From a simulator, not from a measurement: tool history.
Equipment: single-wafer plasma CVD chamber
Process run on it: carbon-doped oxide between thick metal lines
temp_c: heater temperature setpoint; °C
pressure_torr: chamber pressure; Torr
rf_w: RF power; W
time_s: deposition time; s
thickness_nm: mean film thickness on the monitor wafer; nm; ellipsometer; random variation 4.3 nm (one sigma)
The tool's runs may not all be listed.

run 1 hour=0 | temp_c=355 pressure_torr=4.49 rf_w=565 time_s=139 | thickness_nm=707.55
run 2 hour=6.7 | temp_c=364 pressure_torr=4.49 rf_w=565 time_s=139 | thickness_nm=694.41
run 3 hour=9.4 | temp_c=363 pressure_torr=4.66 rf_w=580 time_s=139 | thickness_nm=707.09
run 4 hour=16 | temp_c=363 pressure_torr=4.34 rf_w=580 time_s=139 | thickness_nm=701.39
run 5 hour=18.7 | temp_c=363 pressure_torr=4.34 rf_w=660 time_s=139 | thickness_nm=771.32
run 6 hour=27.3 | temp_c=363 pressure_torr=4.34 rf_w=715 time_s=139 | thickness_nm=815.54
run 7 hour=35 | temp_c=362 pressure_torr=4.38 rf_w=715 time_s=139 | thickness_nm=818.37

Estimate the outcome of run 8 from the log above:
run 8 hour=39.1 | temp_c=362 pressure_torr=4.42 rf_w=715 time_s=139 | thickness_nm=?

Run 8 came out at thickness_nm 813.34 nm.

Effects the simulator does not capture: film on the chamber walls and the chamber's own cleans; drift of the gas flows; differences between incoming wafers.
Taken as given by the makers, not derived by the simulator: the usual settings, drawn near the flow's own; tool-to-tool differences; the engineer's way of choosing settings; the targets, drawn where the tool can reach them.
